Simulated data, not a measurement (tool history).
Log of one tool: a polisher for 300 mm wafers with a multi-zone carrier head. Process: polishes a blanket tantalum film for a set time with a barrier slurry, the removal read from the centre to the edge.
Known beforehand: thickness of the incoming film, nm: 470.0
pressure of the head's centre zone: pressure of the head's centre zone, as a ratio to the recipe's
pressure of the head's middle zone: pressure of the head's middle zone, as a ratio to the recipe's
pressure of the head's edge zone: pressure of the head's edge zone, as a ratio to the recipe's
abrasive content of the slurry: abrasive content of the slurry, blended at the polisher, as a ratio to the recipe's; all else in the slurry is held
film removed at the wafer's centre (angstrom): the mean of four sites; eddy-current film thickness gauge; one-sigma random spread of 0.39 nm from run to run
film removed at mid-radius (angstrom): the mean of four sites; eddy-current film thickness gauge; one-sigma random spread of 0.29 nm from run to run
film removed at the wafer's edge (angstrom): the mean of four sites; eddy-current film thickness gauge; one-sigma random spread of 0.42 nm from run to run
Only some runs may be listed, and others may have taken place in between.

run	hour	flow of slurry (ml/min)	pressure of the head's centre zone	pressure of the head's middle zone	pressure of the head's edge zone	abrasive content of the slurry	polishing time (s)	film removed at the wafer's centre (angstrom)	film removed at mid-radius (angstrom)	film removed at the wafer's edge (angstrom)
1	0.0	260	1.00	1.00	1.00	1.00	37	382.68	376.71	401.71
2	1.0	270	1.00	1.02	1.03	1.00	37	381.38	382.88	406.17
3	4.7	275	1.01	1.04	1.05	1.05	37	393.66	397.85	415.72
4	13.0	275	1.01	1.04	1.05	1.15	37	399.89	413.27	435.87
5	18.2	275	1.01	1.04	1.05	1.15	46	500.90	512.80	544.04
6	24.1	275	1.01	1.04	1.05	1.00	46	481.49	482.74	517.41
7	27.2	215	0.91	1.00	0.95	0.90	46	401.19	439.34	454.63

Estimate the outcome of run 8 from the log above:
8	33.8	220	0.91	1.00	0.95	0.90	46	?	?	?

film removed at the wafer's centre (angstrom): 400.65
film removed at mid-radius (angstrom): 439.94
film removed at the wafer's edge (angstrom): 466.23
